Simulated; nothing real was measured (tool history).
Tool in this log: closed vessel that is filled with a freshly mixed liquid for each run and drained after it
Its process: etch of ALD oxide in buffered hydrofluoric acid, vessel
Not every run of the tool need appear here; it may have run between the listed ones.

run	day	temperature setpoint of the liquid (°C)	parts of 40 % ammonium fluoride to one part of 49 % hydrofluoric acid (parts by volume)	time in the liquid (s)	thickness taken off the ALD oxide on a monitor wafer (nm)
1	0	22	16	35	67.108
2	0.179	22	16	30	57.257
3	0.488	20	16	30	51.895
4	0.671	21.5	16	30	56.391
5	0.971	23	16	30	61.431
6	1.075	24.5	16	30	67.664
7	1.412	25.5	16	30	70.02

The next listed run, before its measurement:
# day 1.758: thermometer replaced
8	1.758	26.5	16	30	?

thickness taken off the ALD oxide on a monitor wafer (nm): 83.193
